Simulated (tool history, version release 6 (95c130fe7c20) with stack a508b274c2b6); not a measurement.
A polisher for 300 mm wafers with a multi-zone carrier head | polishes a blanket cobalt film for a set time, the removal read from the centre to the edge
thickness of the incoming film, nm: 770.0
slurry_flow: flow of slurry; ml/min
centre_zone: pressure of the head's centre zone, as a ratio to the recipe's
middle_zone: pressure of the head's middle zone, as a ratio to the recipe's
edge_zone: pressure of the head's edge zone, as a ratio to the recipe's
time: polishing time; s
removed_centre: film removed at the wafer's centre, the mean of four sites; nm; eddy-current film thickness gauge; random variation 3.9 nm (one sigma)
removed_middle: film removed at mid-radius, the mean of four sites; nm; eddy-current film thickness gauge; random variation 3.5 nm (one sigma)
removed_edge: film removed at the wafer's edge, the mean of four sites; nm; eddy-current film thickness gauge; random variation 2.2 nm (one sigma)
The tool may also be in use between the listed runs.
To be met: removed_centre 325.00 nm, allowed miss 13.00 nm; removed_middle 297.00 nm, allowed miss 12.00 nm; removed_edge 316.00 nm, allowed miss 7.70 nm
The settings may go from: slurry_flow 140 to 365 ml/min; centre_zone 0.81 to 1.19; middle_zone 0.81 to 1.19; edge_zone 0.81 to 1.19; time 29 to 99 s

{"run": 1, "hour": 0.0, "slurry_flow": 235, "centre_zone": 1.0, "middle_zone": 1.0, "edge_zone": 1.0, "time": 64, "removed_centre": 217.28, "removed_middle": 221.63, "removed_edge": 218.6}
{"run": 2, "hour": 5.6, "slurry_flow": 240, "centre_zone": 1.01, "middle_zone": 1.0, "edge_zone": 1.02, "time": 66, "removed_centre": 230.97, "removed_middle": 231.25, "removed_edge": 229.03}
{"run": 3, "hour": 13.7, "slurry_flow": 245, "centre_zone": 1.02, "middle_zone": 1.0, "edge_zone": 1.04, "time": 68, "removed_centre": 236.19, "removed_middle": 237.05, "removed_edge": 237.83}
{"run": 4, "hour": 19.4, "slurry_flow": 245, "centre_zone": 1.08, "middle_zone": 1.0, "edge_zone": 1.04, "time": 68, "removed_centre": 252.94, "removed_middle": 238.15, "removed_edge": 238.04}
{"run": 5, "hour": 25.1, "slurry_flow": 190, "centre_zone": 1.08, "middle_zone": 1.0, "edge_zone": 1.04, "time": 68, "removed_centre": 246.5, "removed_middle": 232.43, "removed_edge": 233.02}
{"run": 6, "hour": 29.4, "slurry_flow": 190, "centre_zone": 1.08, "middle_zone": 1.0, "edge_zone": 0.98, "time": 68, "removed_centre": 245.86, "removed_middle": 230.09, "removed_edge": 225.44}
{"run": 7, "hour": 34.6, "slurry_flow": 195, "centre_zone": 1.08, "middle_zone": 1.0, "edge_zone": 1.0, "time": 70, "removed_centre": 256.11, "removed_middle": 235.07, "removed_edge": 233.17}
{"run": 8, "hour": 40.9, "slurry_flow": 200, "centre_zone": 1.08, "middle_zone": 1.0, "edge_zone": 1.02, "time": 71, "removed_centre": 257.67, "removed_middle": 246.19, "removed_edge": 239.12}
{"run": 9, "hour": 45.3, "slurry_flow": 210, "centre_zone": 1.08, "middle_zone": 0.99, "edge_zone": 1.04, "time": 72, "removed_centre": 263.32, "removed_middle": 246.92, "removed_edge": 243.92}
{"run": 10, "hour": 50.1, "slurry_flow": 220, "centre_zone": 1.08, "middle_zone": 0.98, "edge_zone": 1.06, "time": 74, "removed_centre": 275.05, "removed_middle": 254.04, "removed_edge": 255.79}
{"run": 11, "hour": 55.9, "slurry_flow": 225, "centre_zone": 1.08, "middle_zone": 0.98, "edge_zone": 1.08, "time": 75, "removed_centre": 281.78, "removed_middle": 256.18, "removed_edge": 262.5}
{"run": 12, "hour": 61.2, "slurry_flow": 230, "centre_zone": 1.08, "middle_zone": 0.98, "edge_zone": 1.09, "time": 76, "removed_centre": 283.74, "removed_middle": 259.99, "removed_edge": 267.55}

5 next moves are on the table. One of them brings every result within its allowed miss. Which?
{"run": "A", "hour": 66.5, "slurry_flow": 240, "centre_zone": 0.91, "middle_zone": 1.09, "edge_zone": 1.16, "time": 82, "removed_centre": "?", "removed_middle": "?", "removed_edge": "?"}
{"run": "B", "hour": 66.5, "slurry_flow": 160, "centre_zone": 1.11, "middle_zone": 0.99, "edge_zone": 1.15, "time": 90, "removed_centre": "?", "removed_middle": "?", "removed_edge": "?"}
{"run": "C", "hour": 66.5, "slurry_flow": 260, "centre_zone": 1.0, "middle_zone": 1.19, "edge_zone": 0.98, "time": 72, "removed_centre": "?", "removed_middle": "?", "removed_edge": "?"}
{"run": "D", "hour": 66.5, "slurry_flow": 270, "centre_zone": 1.02, "middle_zone": 0.98, "edge_zone": 1.19, "time": 64, "removed_centre": "?", "removed_middle": "?", "removed_edge": "?"}
{"run": "E", "hour": 66.5, "slurry_flow": 165, "centre_zone": 1.01, "middle_zone": 1.1, "edge_zone": 0.84, "time": 81, "removed_centre": "?", "removed_middle": "?", "removed_edge": "?"}

move=A removed_centre=253.20 removed_middle=308.91 removed_edge=304.20
move=B removed_centre=313.97 removed_middle=299.99 removed_edge=320.12
move=C removed_centre=244.67 removed_middle=291.76 removed_edge=246.46
move=D removed_centre=222.13 removed_middle=226.05 removed_edge=243.21
move=E removed_centre=260.64 removed_middle=292.83 removed_edge=247.62
A: nearer than the last run, and not there yet
B: meets every target
C: further off than the last run
D: further off than the last run
E: further off than the last run
Answer: B
